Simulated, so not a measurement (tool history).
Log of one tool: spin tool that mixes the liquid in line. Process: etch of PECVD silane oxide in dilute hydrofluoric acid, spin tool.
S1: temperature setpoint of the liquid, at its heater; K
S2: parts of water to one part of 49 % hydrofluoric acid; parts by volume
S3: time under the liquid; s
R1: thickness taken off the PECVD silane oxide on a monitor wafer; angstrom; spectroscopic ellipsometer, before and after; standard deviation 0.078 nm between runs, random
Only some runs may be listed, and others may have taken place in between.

run,day,S1,S2,S3,R1
1,0,295.15,270,45,30.365
2,0.371,296.15,250,45,35.43
3,0.429,297.65,250,45,36.7
4,0.454,297.65,250,45,37.807
5,0.562,298.15,235,45,41.147
6,0.904,298.65,225,45,43.246
7,1.175,299.15,210,45,49.708
8,1.2,299.65,200,45,53.187
9,1.496,300.15,195,45,54.798

Run 10 comes next. What will it give?
10,1.546,300.65,190,45,?

{"run 10": {"R1": 58.476}}

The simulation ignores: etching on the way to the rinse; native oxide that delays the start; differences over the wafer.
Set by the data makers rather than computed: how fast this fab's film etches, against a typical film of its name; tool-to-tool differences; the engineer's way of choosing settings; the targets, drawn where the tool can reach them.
